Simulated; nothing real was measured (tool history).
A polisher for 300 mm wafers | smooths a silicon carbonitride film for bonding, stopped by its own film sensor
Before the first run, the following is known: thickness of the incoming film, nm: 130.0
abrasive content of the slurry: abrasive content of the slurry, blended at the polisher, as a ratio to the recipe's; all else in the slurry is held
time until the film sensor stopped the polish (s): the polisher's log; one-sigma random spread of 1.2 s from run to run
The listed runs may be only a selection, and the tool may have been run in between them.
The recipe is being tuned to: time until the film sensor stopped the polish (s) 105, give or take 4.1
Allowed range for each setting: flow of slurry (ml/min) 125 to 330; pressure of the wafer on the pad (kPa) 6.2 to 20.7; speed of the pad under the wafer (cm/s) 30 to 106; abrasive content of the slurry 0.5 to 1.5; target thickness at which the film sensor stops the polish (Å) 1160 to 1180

run,day,flow of slurry (ml/min),pressure of the wafer on the pad (kPa),speed of the pad under the wafer (cm/s),abrasive content of the slurry,target thickness at which the film sensor stops the polish (Å),time until the film sensor stopped the polish (s)
1,0,210,13.1,68,1,1160,67.546
2,0.229,210,13.1,52,1,1160,84.28
3,0.529,210,13.1,60,1,1160,76.12
4,0.571,210,12.4,60,1,1160,80.165
5,0.808,210,14.5,60,1,1160,68.61
6,0.904,210,14.5,60,1.2,1160,63.563
7,1.104,210,13.1,60,1.2,1160,69.429
8,1.183,210,11.7,60,1.2,1160,76.549
9,1.5,210,11,60,1.2,1160,81.253
10,1.625,210,10.3,60,1.2,1160,86.508
11,1.842,210,10.3,60,1.2,1160,89.06
12,2.154,210,9.7,60,1.2,1160,92.818
13,2.321,210,9,60,1.2,1160,100.16

Which of these 4 next moves meets every target?
A,2.488,220,9,62,1.05,1170,?
B,2.488,195,9.7,66,1.2,1160,?
C,2.488,210,8.3,58,1.2,1180,?
D,2.488,240,9.7,50,1.2,1160,?

move,time until the film sensor stopped the polish (s)
A,97.01
B,88.405
C,96.465
D,107.68
A: further off than the last run
B: further off than the last run
C: further off than the last run
D: in spec on every target
Correct choice: D, which meets every target
